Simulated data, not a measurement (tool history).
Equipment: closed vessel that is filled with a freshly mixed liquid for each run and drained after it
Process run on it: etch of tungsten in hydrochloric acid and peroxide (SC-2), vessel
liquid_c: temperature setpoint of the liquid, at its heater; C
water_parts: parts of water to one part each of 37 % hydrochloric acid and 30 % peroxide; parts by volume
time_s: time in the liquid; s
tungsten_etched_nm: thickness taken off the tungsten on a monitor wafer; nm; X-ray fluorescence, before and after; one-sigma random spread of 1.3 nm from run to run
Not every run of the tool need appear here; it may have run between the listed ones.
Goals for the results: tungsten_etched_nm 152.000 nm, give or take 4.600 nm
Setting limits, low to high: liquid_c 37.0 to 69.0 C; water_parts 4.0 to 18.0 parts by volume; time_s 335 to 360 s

run,hour,liquid_c,water_parts,time_s,tungsten_etched_nm
1,0.0,53.0,10.0,335,83.065
2,3.1,53.0,10.0,360,89.366
3,7.6,55.5,10.0,360,107.470
4,12.8,57.0,10.0,360,116.160
5,19.9,58.0,10.0,360,125.110
6,21.5,58.0,12.0,360,106.340
7,22.6,58.0,12.0,360,107.740
8,24.1,59.5,12.0,360,116.090
9,26.0,60.5,12.0,360,125.300
10,28.1,61.5,12.0,360,134.490
11,30.2,62.0,12.0,360,137.600
12,35.1,62.5,12.0,360,143.010

Exercise: of the 4 proposed moves below, exactly one satisfies all targets within the stated allowed misses. Which move is it?
A,40.0,59.5,8.5,350,?
B,40.0,65.5,11.5,335,?
C,40.0,56.5,7.5,335,?
D,40.0,64.5,11.5,355,?

move,tungsten_etched_nm
A,152.340
B,164.320
C,133.210
D,163.840
A: every result within its allowed miss
B: takes the result that was furthest off past its target
C: its largest miss is bigger than the last run's
D: takes the result that was furthest off past its target
So the answer is move A, the one that meets all the targets.

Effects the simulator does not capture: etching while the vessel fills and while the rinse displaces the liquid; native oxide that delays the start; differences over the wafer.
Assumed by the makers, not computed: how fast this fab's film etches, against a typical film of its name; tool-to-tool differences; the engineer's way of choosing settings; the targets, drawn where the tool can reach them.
